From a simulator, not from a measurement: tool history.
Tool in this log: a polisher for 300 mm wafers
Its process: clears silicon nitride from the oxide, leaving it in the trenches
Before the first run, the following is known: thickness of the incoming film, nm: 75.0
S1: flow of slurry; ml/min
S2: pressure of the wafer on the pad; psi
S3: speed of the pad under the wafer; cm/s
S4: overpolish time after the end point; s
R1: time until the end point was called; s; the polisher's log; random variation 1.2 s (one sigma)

run  hour   S1   S2   S3  S4       R1
  1   0.0  315  2.8   92  15  107.640
  2   8.4  315  2.8  104  15  100.670
  3  17.3  315  3.0  106  15   88.885
  4  25.9  345  3.0  106  15   90.691
  5  26.5  345  3.0  106  16   88.531
  6  30.7  345  3.2  106  16   84.559
  7  33.4  345  3.4  108  16   81.664

For run 8, what comes out?
  8  38.8  345  3.6  110  16   ?

For run 8 the tool returned R1 73.683 s.

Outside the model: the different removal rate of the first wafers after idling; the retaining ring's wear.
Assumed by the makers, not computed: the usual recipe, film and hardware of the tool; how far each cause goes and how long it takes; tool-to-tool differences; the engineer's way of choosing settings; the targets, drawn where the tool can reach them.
